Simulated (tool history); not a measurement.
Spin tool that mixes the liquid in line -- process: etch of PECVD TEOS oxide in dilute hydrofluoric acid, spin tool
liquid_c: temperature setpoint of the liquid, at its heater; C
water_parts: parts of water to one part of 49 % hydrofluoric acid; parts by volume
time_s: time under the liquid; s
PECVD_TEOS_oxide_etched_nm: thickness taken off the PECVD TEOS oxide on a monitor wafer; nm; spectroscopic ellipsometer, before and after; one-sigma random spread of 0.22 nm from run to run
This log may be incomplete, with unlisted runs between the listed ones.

Run 1, day 0.000: liquid_c 22.0 C, water_parts 155 parts by volume, time_s 310 s. Result: PECVD_TEOS_oxide_etched_nm 18.438 nm.
Run 2, day 0.279: liquid_c 22.0 C, water_parts 200 parts by volume, time_s 310 s. Result: PECVD_TEOS_oxide_etched_nm 13.704 nm.
Run 3, day 0.592: liquid_c 23.5 C, water_parts 170 parts by volume, time_s 310 s. Result: PECVD_TEOS_oxide_etched_nm 17.470 nm.
Run 4, day 0.646: liquid_c 24.5 C, water_parts 145 parts by volume, time_s 310 s. Result: PECVD_TEOS_oxide_etched_nm 21.916 nm.
Run 5, day 0.808: liquid_c 25.5 C, water_parts 130 parts by volume, time_s 310 s. Result: PECVD_TEOS_oxide_etched_nm 25.896 nm.
At day 0.862: hydrofluoric acid flow meter replaced.
Run 6, day 0.862: liquid_c 26.5 C, water_parts 120 parts by volume, time_s 310 s. Result: PECVD_TEOS_oxide_etched_nm 26.734 nm.

The next listed run, before its measurement:
Run 7, day 1.112: liquid_c 27.0 C, water_parts 105 parts by volume, time_s 310 s. Result: PECVD_TEOS_oxide_etched_nm ?.

Run 7 came out at PECVD_TEOS_oxide_etched_nm 31.726 nm.

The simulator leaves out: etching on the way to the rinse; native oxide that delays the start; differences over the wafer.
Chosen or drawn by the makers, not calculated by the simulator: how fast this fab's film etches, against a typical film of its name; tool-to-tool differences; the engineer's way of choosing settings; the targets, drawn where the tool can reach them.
